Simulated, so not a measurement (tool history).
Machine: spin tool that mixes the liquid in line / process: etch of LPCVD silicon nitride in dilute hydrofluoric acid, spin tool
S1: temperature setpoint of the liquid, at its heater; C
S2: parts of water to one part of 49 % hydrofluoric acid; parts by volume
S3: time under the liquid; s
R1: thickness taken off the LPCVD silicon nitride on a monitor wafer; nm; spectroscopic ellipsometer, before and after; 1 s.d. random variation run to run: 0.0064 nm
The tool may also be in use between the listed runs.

| run | hour | S1 | S2 | S3 | R1 |
|---|---|---|---|---|---|
| 1 | 0 | 24 | 90 | 75 | 0.42803 |
| 2 | 0.7 | 23.5 | 90 | 75 | 0.43204 |
| 3 | 3.8 | 23 | 90 | 75 | 0.39175 |
| 4 | 10.6 | 24.5 | 90 | 75 | 0.45119 |
| 5 | 19.4 | 26 | 90 | 75 | 0.49669 |
| 6 | 24.1 | 26 | 70 | 75 | 0.63897 |
| 7 | 29.8 | 25 | 70 | 75 | 0.59396 |
| 8 | 36.4 | 24 | 70 | 75 | 0.56616 |

What will run 9 give?
| 9 | 39.3 | 23 | 70 | 75 | ? |

R1: 0.52138 nm

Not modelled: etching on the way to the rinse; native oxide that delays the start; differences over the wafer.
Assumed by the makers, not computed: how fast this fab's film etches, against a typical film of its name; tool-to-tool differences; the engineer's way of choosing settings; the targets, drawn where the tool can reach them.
